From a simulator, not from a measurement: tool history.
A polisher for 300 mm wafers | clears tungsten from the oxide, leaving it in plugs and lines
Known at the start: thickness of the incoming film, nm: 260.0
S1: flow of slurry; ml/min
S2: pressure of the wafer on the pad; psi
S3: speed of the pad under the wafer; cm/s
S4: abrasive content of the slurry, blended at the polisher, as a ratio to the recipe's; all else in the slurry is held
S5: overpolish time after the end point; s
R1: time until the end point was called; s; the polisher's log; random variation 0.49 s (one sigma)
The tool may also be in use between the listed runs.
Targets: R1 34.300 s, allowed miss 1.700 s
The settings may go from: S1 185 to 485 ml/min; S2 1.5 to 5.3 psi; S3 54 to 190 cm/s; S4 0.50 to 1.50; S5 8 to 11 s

run    day   S1   S2   S3    S4  S5      R1
  1  0.000  310  3.4  122  1.00  11  47.952
  2  0.104  310  3.6  122  1.00  11  45.195
  3  0.312  310  4.0  122  1.00  11  41.081
  4  0.342  310  4.0  122  1.00  11  41.612
  5  0.583  310  4.1  122  1.00  11  40.426
  6  0.812  355  4.1  122  1.00  11  38.545
  7  0.983  360  4.1  122  1.00  11  39.041
  8  1.233  360  4.2  122  1.00  11  39.221

4 next moves are on the table. One of them brings every result within its allowed miss. Which?
  A  1.483  310  4.4  142  1.25   9   ?
  B  1.483  325  4.9  132  0.90  11   ?
  C  1.483  315  4.0  142  1.25  11   ?
  D  1.483  330  5.2   82  0.85   8   ?

move      R1
   A  30.582
   B  31.198
   C  33.512
   D  46.973
A: takes the result that was furthest off past its target
B: takes the result that was furthest off past its target
C: meets every target
D: further off than the last run
The right move is C.

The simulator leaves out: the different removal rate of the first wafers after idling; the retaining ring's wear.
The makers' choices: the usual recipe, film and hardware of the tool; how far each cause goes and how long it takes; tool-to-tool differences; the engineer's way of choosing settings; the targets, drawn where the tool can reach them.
